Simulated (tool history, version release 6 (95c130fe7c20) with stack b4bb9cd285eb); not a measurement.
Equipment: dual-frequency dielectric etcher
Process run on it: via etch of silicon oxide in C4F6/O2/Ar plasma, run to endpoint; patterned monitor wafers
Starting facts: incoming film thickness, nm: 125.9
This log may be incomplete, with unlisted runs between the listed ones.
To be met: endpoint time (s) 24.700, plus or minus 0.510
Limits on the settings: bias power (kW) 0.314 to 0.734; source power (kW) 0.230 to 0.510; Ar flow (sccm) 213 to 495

run  hour  bias power (kW)  source power (kW)  Ar flow (sccm)  endpoint time (s)
  1   0.0            0.524              0.370             354             29.054
  2   7.3            0.544              0.370             353             28.794
  3  15.1            0.544              0.320             353             29.842
  4  17.1            0.544              0.360             353             29.077
  5  24.4            0.563              0.370             350             28.514
  6  28.7            0.607              0.370             350             27.839
  7  31.9            0.620              0.380             347             27.331
  8  34.4            0.631              0.390             345             27.014
  9  35.2            0.641              0.400             343             26.774
 10  39.4            0.651              0.410             341             26.427
 11  44.1            0.651              0.410             341             26.494
 12  45.5            0.660              0.410             339             26.155
 13  50.3            0.667              0.410             338             26.296
 14  59.2            0.675              0.420             337             25.944

Of the 5 settings listed for the next run, only one would bring every result within its allowed miss of target. Which one?
  A  68.1            0.709              0.390             327                  ?
  B  68.1            0.734              0.480             383                  ?
  C  68.1            0.734              0.500             314                  ?
  D  68.1            0.729              0.510             309                  ?
  E  68.1            0.716              0.500             306                  ?

move  endpoint time (s)
   A             25.907
   B             24.907
   C             23.758
   D             23.604
   E             23.828
A: neither nearer nor further off than the last run
B: in spec on every target
C: takes the biggest miss from the last run beyond its target
D: takes the biggest miss from the last run beyond its target
E: takes the biggest miss from the last run beyond its target
B meets every target.
